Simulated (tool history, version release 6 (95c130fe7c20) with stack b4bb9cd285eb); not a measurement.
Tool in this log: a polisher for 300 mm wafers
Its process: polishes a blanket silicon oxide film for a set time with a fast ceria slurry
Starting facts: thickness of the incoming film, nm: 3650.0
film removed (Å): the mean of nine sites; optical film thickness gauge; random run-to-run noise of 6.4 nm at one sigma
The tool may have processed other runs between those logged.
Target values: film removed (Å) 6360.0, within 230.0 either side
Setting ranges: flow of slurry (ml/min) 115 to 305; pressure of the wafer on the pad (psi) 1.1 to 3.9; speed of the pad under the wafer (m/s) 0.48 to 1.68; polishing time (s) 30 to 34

run,day,flow of slurry (ml/min),pressure of the wafer on the pad (psi),speed of the pad under the wafer (m/s),polishing time (s),film removed (Å)
1,0.000,195,2.5,1.08,34,4686.8
2,0.238,195,2.6,1.08,34,4798.1
3,0.592,195,2.7,1.08,34,4942.0
4,0.946,195,2.8,1.08,34,5167.8
5,1.079,195,2.9,1.08,34,5295.1
6,1.112,165,2.9,1.08,34,5143.6
7,1.433,205,3.4,1.08,34,5885.0
8,1.704,205,3.5,1.08,34,5955.1

Below are 4 possible settings for the next run. Only one of them brings all results inside the allowed miss of their targets. Which is it?
A,1.975,255,3.7,1.12,34,?
B,1.975,175,3.2,1.20,32,?
C,1.975,170,3.6,1.04,34,?
D,1.975,255,3.4,1.22,32,?

move,film removed (Å)
A,6656.2
B,5711.2
C,5734.5
D,6389.4
A: takes the biggest miss from the last run beyond its target
B: lands further from the targets than the last run did
C: lands further from the targets than the last run did
D: in spec on every target
The move that meets every target is D.
